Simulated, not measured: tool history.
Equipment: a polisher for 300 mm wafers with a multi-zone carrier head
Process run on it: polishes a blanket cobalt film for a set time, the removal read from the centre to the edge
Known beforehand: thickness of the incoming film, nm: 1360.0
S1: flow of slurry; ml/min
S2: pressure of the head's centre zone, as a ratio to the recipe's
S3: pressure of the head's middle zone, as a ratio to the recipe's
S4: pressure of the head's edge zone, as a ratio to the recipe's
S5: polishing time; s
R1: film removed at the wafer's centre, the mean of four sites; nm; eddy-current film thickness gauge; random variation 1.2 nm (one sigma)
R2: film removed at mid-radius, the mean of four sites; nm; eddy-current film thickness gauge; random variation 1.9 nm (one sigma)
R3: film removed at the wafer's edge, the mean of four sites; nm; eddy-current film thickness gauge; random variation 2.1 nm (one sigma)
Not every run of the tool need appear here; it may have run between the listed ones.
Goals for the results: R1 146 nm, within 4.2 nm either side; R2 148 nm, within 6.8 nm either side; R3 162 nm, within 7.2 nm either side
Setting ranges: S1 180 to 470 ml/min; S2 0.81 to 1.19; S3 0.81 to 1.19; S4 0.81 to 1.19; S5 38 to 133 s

run  hour   S1    S2    S3    S4  S5      R1      R2      R3
  1     0  300     1     1     1  85  226.27  224.35  219.88
  2   1.6  290  0.95  0.95  0.98  77  195.75  191.98   195.4
  3   8.1  290  0.95  0.91  0.98  77  195.43  192.69  200.11
  4  10.7  290  0.95  0.91  0.98  85  213.27  211.32  217.27
  5  14.7  280  0.91  0.88  0.97  77  185.76  181.64  195.79
  6  18.3  280  0.91  0.88  0.97  68  163.79   163.2  176.16
  7  19.3  270  0.89  0.86  0.95  67  156.79  153.77  170.18
  8  27.4  260  0.88  0.87  0.94  67  156.92  160.61  167.13
  9  28.6  260  0.87  0.85  0.94  66  151.33  154.16  164.84

Next run, 4 choices. One meets every target within its allowed miss, the rest don't. Which?
  A  29.8  235  0.81  0.92  0.95  70   ?   ?   ?
  B  29.8  180  0.87  0.85  0.97  67   ?   ?   ?
  C  29.8  210  0.82  0.92  0.81  69   ?   ?   ?
  D  29.8  240  0.81   0.9  1.02  70   ?   ?   ?

move      R1      R2      R3
   A  148.09  171.03  173.02
   B  145.95   147.6  162.36
   C  145.38  166.14  160.05
   D   148.5  168.36  177.82
A: brings the result that was furthest off to its target, and leaves another outside
B: all results in spec
C: brings the result that was furthest off to its target, and leaves another outside
D: brings the result that was furthest off to its target, and leaves another outside
B meets every target.

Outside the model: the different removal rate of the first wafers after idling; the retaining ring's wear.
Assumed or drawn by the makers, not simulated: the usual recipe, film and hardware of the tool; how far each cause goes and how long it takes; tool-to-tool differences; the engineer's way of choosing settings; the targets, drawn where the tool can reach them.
